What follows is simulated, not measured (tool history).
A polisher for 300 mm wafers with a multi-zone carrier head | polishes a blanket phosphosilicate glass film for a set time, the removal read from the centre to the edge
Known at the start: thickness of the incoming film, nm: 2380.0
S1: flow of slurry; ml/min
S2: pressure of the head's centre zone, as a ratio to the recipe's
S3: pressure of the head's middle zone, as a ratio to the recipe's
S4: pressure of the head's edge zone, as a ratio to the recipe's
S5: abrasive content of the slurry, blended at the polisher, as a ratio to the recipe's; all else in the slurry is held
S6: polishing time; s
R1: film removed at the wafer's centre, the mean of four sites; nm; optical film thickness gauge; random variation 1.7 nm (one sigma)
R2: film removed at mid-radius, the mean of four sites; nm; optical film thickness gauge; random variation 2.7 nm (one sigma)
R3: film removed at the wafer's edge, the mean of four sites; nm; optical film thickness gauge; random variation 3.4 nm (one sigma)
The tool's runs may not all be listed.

run 1 day=0 | S1=180 S2=1 S3=1 S4=1 S5=1 S6=42 | R1=533.65 R2=522.6 R3=518.52
run 2 day=0.288 | S1=180 S2=1 S3=1 S4=1 S5=1 S6=34 | R1=428.01 R2=431.29 R3=435.29
run 3 day=0.533 | S1=210 S2=1 S3=1 S4=1 S5=1 S6=34 | R1=435.68 R2=431.09 R3=427.13
run 4 day=0.588 | S1=210 S2=1 S3=1 S4=1 S5=1 S6=41 | R1=532.03 R2=518.5 R3=529.89
run 5 day=0.742 | S1=195 S2=0.97 S3=0.95 S4=0.97 S5=0.85 S6=37 | R1=410.67 R2=405.54 R3=426.27
run 6 day=1.05 | S1=195 S2=0.97 S3=0.93 S4=0.93 S5=0.75 S6=34 | R1=354.09 R2=340.5 R3=349.22
run 7 day=1.192 | S1=190 S2=0.94 S3=0.9 S4=0.9 S5=0.7 S6=33 | R1=312.01 R2=304.12 R3=318.27
run 8 day=1.317 | S1=185 S2=0.92 S3=0.88 S4=0.87 S5=0.65 S6=33 | R1=284.24 R2=282 R3=294.27
run 9 day=1.633 | S1=175 S2=0.91 S3=0.87 S4=0.85 S5=0.65 S6=33 | R1=281.38 R2=273.25 R3=284.24
run 10 day=1.9 | S1=165 S2=0.89 S3=0.86 S4=0.84 S5=0.65 S6=33 | R1=276.14 R2=268.82 R3=284.33
run 11 day=2.154 | S1=155 S2=0.86 S3=0.86 S4=0.81 S5=0.5 S6=32 | R1=202.46 R2=206.85 R3=215
run 12 day=2.375 | S1=205 S2=0.86 S3=0.85 S4=0.87 S5=0.5 S6=31 | R1=207.11 R2=204.61 R3=219.74
run 13 day=2.696 | S1=195 S2=0.89 S3=0.87 S4=0.89 S5=0.5 S6=31 | R1=213.41 R2=209.33 R3=224.46
run 14 day=2.946 | S1=245 S2=0.97 S3=0.97 S4=0.99 S5=0.6 S6=30 | R1=270.67 R2=267.67 R3=272.8
run 15 day=3.1 | S1=245 S2=0.96 S3=0.96 S4=0.98 S5=0.6 S6=30 | R1=265.39 R2=268.66 R3=272.66
run 16 day=3.183 | S1=245 S2=0.95 S3=0.94 S4=0.97 S5=0.6 S6=30 | R1=266.83 R2=256.08 R3=271.66

The next listed run, before its measurement:
run 17 day=3.421 | S1=240 S2=0.94 S3=0.94 S4=0.96 S5=0.6 S6=30 | R1=? R2=? R3=?

R1: 261.42 nm
R2: 264.35 nm
R3: 269.37 nm

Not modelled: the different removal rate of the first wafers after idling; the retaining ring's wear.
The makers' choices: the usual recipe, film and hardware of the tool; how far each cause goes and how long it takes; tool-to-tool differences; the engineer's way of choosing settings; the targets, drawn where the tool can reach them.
